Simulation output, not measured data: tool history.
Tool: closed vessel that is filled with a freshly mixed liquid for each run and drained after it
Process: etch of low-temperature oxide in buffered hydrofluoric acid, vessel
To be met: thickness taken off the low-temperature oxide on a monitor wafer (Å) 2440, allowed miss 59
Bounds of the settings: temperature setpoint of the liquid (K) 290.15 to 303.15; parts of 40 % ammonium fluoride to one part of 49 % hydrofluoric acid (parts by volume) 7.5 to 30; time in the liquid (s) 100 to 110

run	hour	temperature setpoint of the liquid (K)	parts of 40 % ammonium fluoride to one part of 49 % hydrofluoric acid (parts by volume)	time in the liquid (s)	thickness taken off the low-temperature oxide on a monitor wafer (Å)
1	0	295.15	20.5	100	3053.6
2	6	297.15	20.5	100	3364.9
3	11.1	297.15	22.5	100	3156.4
4	13	297.15	22.5	110	3441.6
5	17.1	297.15	22.5	100	3156.4
6	26	297.15	18	100	3844.8
7	27.2	295.65	18.5	100	3421.6
8	33.6	294.65	18.5	100	3226.1
9	41.6	293.65	18.5	100	3066.4
10	44.6	292.65	18.5	100	2895
11	48.5	292.15	18.5	100	2810
12	53.1	291.65	18.5	100	2739
13	55.8	291.15	18.5	100	2657.8

4 next moves are on the table. One of them brings every result within its allowed miss. Which?
A	58.5	290.15	20	105	?
B	58.5	290.65	19.5	105	?
C	58.5	290.65	24.5	110	?
D	58.5	292.15	23.5	110	?

move	thickness taken off the low-temperature oxide on a monitor wafer (Å)
A	2455.5
B	2590.8
C	2300.5
D	2578.6
A: meets every target
B: nearer than the last run, and not there yet
C: takes the result that was furthest off past its target
D: nearer than the last run, and not there yet
Move A is the one to make.
